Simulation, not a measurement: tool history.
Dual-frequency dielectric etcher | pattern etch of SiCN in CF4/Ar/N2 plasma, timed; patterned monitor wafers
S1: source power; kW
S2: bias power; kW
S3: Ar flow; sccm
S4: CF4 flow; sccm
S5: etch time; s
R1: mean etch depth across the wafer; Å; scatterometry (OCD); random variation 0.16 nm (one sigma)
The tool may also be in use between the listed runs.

run,hour,S1,S2,S3,S4,S5,R1
1,0,0.33,0.061,89,50,80.5,423.9
2,8.1,0.3,0.061,89,50,80.5,389.23
3,17.1,0.3,0.061,104,50,80.5,374.88
4,20.1,0.34,0.064,102,51,80.5,434.54
5,25.7,0.34,0.064,111,51,80.5,426.07
6,27.6,0.34,0.071,111,51,80.5,449.84
7,32.5,0.37,0.072,111,51,80.5,487.89

The next listed run, before its measurement:
8,39,0.39,0.073,111,51,80.5,?

{"run 8": {"R1": 516.31}}

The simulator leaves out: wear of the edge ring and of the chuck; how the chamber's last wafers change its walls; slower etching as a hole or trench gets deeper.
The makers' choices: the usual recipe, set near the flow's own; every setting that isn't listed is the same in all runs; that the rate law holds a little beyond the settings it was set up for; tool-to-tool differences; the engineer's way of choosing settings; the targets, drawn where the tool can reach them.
